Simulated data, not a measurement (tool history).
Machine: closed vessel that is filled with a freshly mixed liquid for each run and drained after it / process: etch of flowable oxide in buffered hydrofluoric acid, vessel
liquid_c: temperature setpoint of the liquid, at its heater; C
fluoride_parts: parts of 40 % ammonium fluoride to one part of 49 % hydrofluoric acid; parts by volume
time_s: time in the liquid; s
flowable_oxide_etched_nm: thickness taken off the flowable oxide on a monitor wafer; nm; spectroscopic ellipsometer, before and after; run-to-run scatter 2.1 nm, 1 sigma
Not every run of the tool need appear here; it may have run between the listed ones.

run	hour	liquid_c	fluoride_parts	time_s	flowable_oxide_etched_nm
1	0	22	14.5	105	236.86
2	2.7	24	13	105	293.35
3	6.9	24	15.5	105	247.28
4	8.7	25.5	14	105	296.12
5	16.6	26.5	12.5	105	349.04
6	24.3	27.5	12.5	105	371.11

What does the tool deliver on the next run?
7	29.9	28	11.5	105	?

flowable_oxide_etched_nm: 414.58 nm
